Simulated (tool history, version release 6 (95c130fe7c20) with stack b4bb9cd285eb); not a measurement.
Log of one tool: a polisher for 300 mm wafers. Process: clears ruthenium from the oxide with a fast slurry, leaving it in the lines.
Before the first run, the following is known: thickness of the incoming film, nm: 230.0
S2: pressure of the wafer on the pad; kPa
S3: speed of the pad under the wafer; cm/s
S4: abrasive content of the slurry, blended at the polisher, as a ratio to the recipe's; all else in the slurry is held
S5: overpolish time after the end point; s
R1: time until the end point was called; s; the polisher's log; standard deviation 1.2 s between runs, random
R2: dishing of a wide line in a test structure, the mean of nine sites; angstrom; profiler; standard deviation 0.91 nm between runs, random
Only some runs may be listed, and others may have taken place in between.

run 1 hour=0.0 | flow_of_slurry_(ml/min)=280 S2=15.2 S3=120 S4=1.0 S5=25 | R1=46.472 R2=789.22
run 2 hour=4.8 | flow_of_slurry_(ml/min)=280 S2=13.8 S3=120 S4=1.0 S5=24 | R1=54.163 R2=713.51
run 3 hour=11.4 | flow_of_slurry_(ml/min)=280 S2=13.8 S3=120 S4=1.0 S5=18 | R1=52.455 R2=570.14
run 4 hour=20.5 | flow_of_slurry_(ml/min)=280 S2=13.8 S3=96 S4=1.0 S5=18 | R1=65.769 R2=478.93
run 5 hour=25.9 | flow_of_slurry_(ml/min)=325 S2=13.8 S3=96 S4=1.0 S5=18 | R1=65.986 R2=483.28
run 6 hour=27.4 | flow_of_slurry_(ml/min)=325 S2=13.8 S3=96 S4=1.0 S5=19 | R1=65.085 R2=516.90

Run 7 has not been measured yet. What should we expect?
run 7 hour=28.3 | flow_of_slurry_(ml/min)=325 S2=13.8 S3=96 S4=1.0 S5=20 | R1=? R2=?

{"run 7": {"R1": 64.463, "R2": 518.94}}

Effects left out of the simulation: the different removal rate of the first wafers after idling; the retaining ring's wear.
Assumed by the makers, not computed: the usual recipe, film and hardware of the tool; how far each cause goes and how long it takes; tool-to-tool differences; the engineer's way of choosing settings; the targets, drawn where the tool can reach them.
